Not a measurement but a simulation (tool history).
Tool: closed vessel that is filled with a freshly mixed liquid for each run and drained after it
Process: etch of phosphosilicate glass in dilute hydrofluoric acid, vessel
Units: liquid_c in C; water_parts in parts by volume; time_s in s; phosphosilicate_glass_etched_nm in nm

| run | hour | liquid_c | water_parts | time_s | phosphosilicate_glass_etched_nm |
|---|---|---|---|---|---|
| 1 | 0 | 23 | 250 | 65 | 20.535 |
| 2 | 4.7 | 22 | 260 | 65 | 18.474 |
| 3 | 9.3 | 21.5 | 265 | 65 | 17.785 |
| 4 | 15.8 | 21 | 270 | 65 | 17.134 |
| 5 | 22.4 | 20.5 | 275 | 65 | 16.459 |
| 6 | 25.4 | 18 | 275 | 65 | 15.279 |

The next listed run, before its measurement:
| 7 | 34.2 | 18 | 280 | 65 | ? |

Run 7 gave phosphosilicate_glass_etched_nm 14.577 nm.

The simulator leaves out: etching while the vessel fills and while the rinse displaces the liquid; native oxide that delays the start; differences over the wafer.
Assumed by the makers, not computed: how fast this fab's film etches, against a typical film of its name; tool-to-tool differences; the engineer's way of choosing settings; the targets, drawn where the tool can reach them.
